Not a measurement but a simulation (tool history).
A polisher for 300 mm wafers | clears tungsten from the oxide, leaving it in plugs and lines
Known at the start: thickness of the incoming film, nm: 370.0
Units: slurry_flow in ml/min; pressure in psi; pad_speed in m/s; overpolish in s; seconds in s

{"run": 1, "hour": 0.0, "slurry_flow": 290, "pressure": 4.8, "pad_speed": 1.34, "slurry_solids": 1, "overpolish": 7, "seconds": 38.198}
{"run": 2, "hour": 4.1, "slurry_flow": 290, "pressure": 4.8, "pad_speed": 1.34, "slurry_solids": 1, "overpolish": 7, "seconds": 37.732}
{"run": 3, "hour": 10.7, "slurry_flow": 290, "pressure": 5, "pad_speed": 1.34, "slurry_solids": 1, "overpolish": 7, "seconds": 36.302}
{"run": 4, "hour": 15.0, "slurry_flow": 290, "pressure": 5.2, "pad_speed": 1.34, "slurry_solids": 1, "overpolish": 7, "seconds": 34.5}
{"run": 5, "hour": 23.2, "slurry_flow": 290, "pressure": 5.2, "pad_speed": 1.18, "slurry_solids": 1, "overpolish": 7, "seconds": 38.033}
{"run": 6, "hour": 26.0, "slurry_flow": 290, "pressure": 5.2, "pad_speed": 1.18, "slurry_solids": 1.1, "overpolish": 7, "seconds": 37.449}
{"run": 7, "hour": 33.0, "slurry_flow": 290, "pressure": 5.4, "pad_speed": 1.18, "slurry_solids": 1.1, "overpolish": 7, "seconds": 36.264}

Forecast run 8:
{"run": 8, "hour": 35.6, "slurry_flow": 290, "pressure": 5.6, "pad_speed": 1.18, "slurry_solids": 1.1, "overpolish": 7, "seconds": "?"}

{"run 8": {"seconds": 34.921}}
